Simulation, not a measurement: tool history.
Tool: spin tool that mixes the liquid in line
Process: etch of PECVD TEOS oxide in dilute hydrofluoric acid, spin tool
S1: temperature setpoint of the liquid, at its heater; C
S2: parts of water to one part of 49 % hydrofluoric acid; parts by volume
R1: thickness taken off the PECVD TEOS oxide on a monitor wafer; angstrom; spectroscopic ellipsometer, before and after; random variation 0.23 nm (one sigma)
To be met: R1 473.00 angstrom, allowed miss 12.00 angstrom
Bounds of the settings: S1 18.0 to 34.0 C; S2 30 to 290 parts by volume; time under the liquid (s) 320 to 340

Run 1, hour 0.0: S1 26.0 C, S2 160 parts by volume, time under the liquid (s) 320. Result: R1 246.58 angstrom.
Run 2, hour 2.8: S1 26.0 C, S2 160 parts by volume, time under the liquid (s) 340. Result: R1 261.66 angstrom.
Run 3, hour 8.4: S1 23.5 C, S2 160 parts by volume, time under the liquid (s) 340. Result: R1 236.00 angstrom.
Run 4, hour 10.8: S1 23.5 C, S2 205 parts by volume, time under the liquid (s) 340. Result: R1 177.31 angstrom.
Run 5, hour 17.2: S1 25.0 C, S2 195 parts by volume, time under the liquid (s) 340. Result: R1 198.78 angstrom.
Run 6, hour 23.8: S1 22.5 C, S2 195 parts by volume, time under the liquid (s) 340. Result: R1 182.64 angstrom.
Run 7, hour 25.0: S1 24.0 C, S2 185 parts by volume, time under the liquid (s) 340. Result: R1 205.62 angstrom.
Run 8, hour 25.6: S1 25.5 C, S2 175 parts by volume, time under the liquid (s) 340. Result: R1 229.66 angstrom.
Run 9, hour 31.8: S1 26.5 C, S2 165 parts by volume, time under the liquid (s) 340. Result: R1 257.01 angstrom.
Run 10, hour 38.2: S1 27.5 C, S2 155 parts by volume, time under the liquid (s) 340. Result: R1 287.10 angstrom.
Run 11, hour 43.8: S1 28.5 C, S2 150 parts by volume, time under the liquid (s) 340. Result: R1 309.67 angstrom.
Run 12, hour 50.0: S1 29.0 C, S2 145 parts by volume, time under the liquid (s) 340. Result: R1 325.82 angstrom.
Run 13, hour 52.9: S1 33.0 C, S2 110 parts by volume, time under the liquid (s) 340. Result: R1 523.47 angstrom.
Run 14, hour 59.3: S1 32.5 C, S2 110 parts by volume, time under the liquid (s) 340. Result: R1 512.93 angstrom.
Run 15, hour 64.5: S1 32.0 C, S2 110 parts by volume, time under the liquid (s) 340. Result: R1 508.31 angstrom.
Run 16, hour 66.8: S1 31.0 C, S2 110 parts by volume, time under the liquid (s) 340. Result: R1 487.23 angstrom.
At hour 75.3: hydrofluoric acid flow meter replaced.
Run 17, hour 75.3: S1 31.0 C, S2 110 parts by volume, time under the liquid (s) 340. Result: R1 429.32 angstrom.
Run 18, hour 84.0: S1 32.0 C, S2 110 parts by volume, time under the liquid (s) 340. Result: R1 450.23 angstrom.
Run 19, hour 89.6: S1 32.5 C, S2 110 parts by volume, time under the liquid (s) 340. Result: R1 454.79 angstrom.

4 next moves are on the table. One of them brings every result within its allowed miss. Which?
Run A, hour 95.2: S1 30.5 C, S2 95 parts by volume, time under the liquid (s) 320. Result: R1 ?.
Run B, hour 95.2: S1 34.0 C, S2 115 parts by volume, time under the liquid (s) 330. Result: R1 ?.
Run C, hour 95.2: S1 34.0 C, S2 120 parts by volume, time under the liquid (s) 340. Result: R1 ?.
Run D, hour 95.2: S1 34.0 C, S2 115 parts by volume, time under the liquid (s) 325. Result: R1 ?.

move      R1
   A  470.20
   B  441.97
   C  433.12
   D  435.28
A: meets every target
B: further off than the last run
C: further off than the last run
D: further off than the last run
The right move is A.
